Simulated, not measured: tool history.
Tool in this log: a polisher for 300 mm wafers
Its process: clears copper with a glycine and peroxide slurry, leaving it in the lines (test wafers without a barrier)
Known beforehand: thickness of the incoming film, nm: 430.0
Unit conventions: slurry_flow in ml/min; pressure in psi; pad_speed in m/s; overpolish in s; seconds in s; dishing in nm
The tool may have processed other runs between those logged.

{"run": 1, "day": 0.0, "slurry_flow": 130, "pressure": 2.1, "pad_speed": 1.2, "overpolish": 23, "seconds": 76.782, "dishing": 71.787}
{"run": 2, "day": 0.221, "slurry_flow": 130, "pressure": 2.1, "pad_speed": 1.2, "overpolish": 30, "seconds": 75.817, "dishing": 88.453}
{"run": 3, "day": 0.262, "slurry_flow": 130, "pressure": 2.1, "pad_speed": 1.36, "overpolish": 30, "seconds": 70.718, "dishing": 89.552}
{"run": 4, "day": 0.592, "slurry_flow": 130, "pressure": 2.4, "pad_speed": 1.36, "overpolish": 30, "seconds": 62.161, "dishing": 96.83}
{"run": 5, "day": 0.858, "slurry_flow": 125, "pressure": 2.0, "pad_speed": 1.32, "overpolish": 30, "seconds": 76.11, "dishing": 84.475}
{"run": 6, "day": 0.983, "slurry_flow": 120, "pressure": 1.8, "pad_speed": 1.3, "overpolish": 31, "seconds": 83.447, "dishing": 82.66}

Run 7 comes next. What will it give?
{"run": 7, "day": 1.162, "slurry_flow": 115, "pressure": 1.2, "pad_speed": 1.24, "overpolish": 32, "seconds": "?", "dishing": "?"}

{"run 7": {"seconds": 117.76, "dishing": 64.053}}
